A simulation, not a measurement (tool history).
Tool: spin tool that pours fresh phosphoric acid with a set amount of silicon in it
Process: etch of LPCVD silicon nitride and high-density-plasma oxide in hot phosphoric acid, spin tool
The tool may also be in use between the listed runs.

run,day,temperature setpoint of the liquid (°C),silicon dissolved in the acid as it is poured (mg a litre),time under the liquid (s),thickness taken off the LPCVD silicon nitride on a monitor wafer (Å),thickness taken off the high-density-plasma oxide on a monitor wafer (Å)
1,0.000,159.0,9.0,110,104.120,5.1353
2,0.167,158.0,9.0,110,101.520,5.2657
3,0.512,158.0,9.0,105,96.745,5.2453
4,0.588,158.0,12.5,105,95.300,5.0994
5,0.750,158.0,12.5,100,91.754,4.7786
6,1.029,157.5,13.0,95,85.501,4.2988
7,1.175,157.5,12.5,95,86.573,4.1103
8,1.333,158.0,12.0,95,88.352,4.0744
9,1.579,157.5,11.5,95,84.479,4.5969
10,1.692,157.5,12.0,95,85.120,3.9739

The next listed run, before its measurement:
11,1.808,157.5,11.5,95,?,?

{"run 11": {"thickness taken off the LPCVD silicon nitride on a monitor wafer (Å)": 86.202, "thickness taken off the high-density-plasma oxide on a monitor wafer (Å)": 3.7445}}

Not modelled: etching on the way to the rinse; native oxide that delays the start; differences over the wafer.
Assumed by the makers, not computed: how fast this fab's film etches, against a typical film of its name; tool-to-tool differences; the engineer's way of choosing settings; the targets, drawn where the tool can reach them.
